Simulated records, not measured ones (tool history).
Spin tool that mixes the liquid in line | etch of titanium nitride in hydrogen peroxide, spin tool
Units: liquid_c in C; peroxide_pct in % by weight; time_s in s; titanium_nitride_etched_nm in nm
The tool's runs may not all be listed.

Run 1, day 0.000: liquid_c 53.0 C, peroxide_pct 21.5 % by weight, time_s 320 s. Result: titanium_nitride_etched_nm 15.8340 nm.
Run 2, day 0.038: liquid_c 50.5 C, peroxide_pct 21.5 % by weight, time_s 320 s. Result: titanium_nitride_etched_nm 13.1080 nm.
Run 3, day 0.225: liquid_c 48.5 C, peroxide_pct 21.5 % by weight, time_s 320 s. Result: titanium_nitride_etched_nm 11.4800 nm.
Run 4, day 0.488: liquid_c 46.5 C, peroxide_pct 21.5 % by weight, time_s 320 s. Result: titanium_nitride_etched_nm 9.7190 nm.
Run 5, day 0.846: liquid_c 45.0 C, peroxide_pct 21.5 % by weight, time_s 320 s. Result: titanium_nitride_etched_nm 8.8140 nm.
Run 6, day 1.133: liquid_c 45.0 C, peroxide_pct 21.5 % by weight, time_s 320 s. Result: titanium_nitride_etched_nm 8.5755 nm.
Run 7, day 1.333: liquid_c 44.0 C, peroxide_pct 21.5 % by weight, time_s 320 s. Result: titanium_nitride_etched_nm 8.0264 nm.

The next listed run, before its measurement:
Run 8, day 1.467: liquid_c 43.5 C, peroxide_pct 21.5 % by weight, time_s 320 s. Result: titanium_nitride_etched_nm ?.

Run 8 gave titanium_nitride_etched_nm 7.8899 nm.
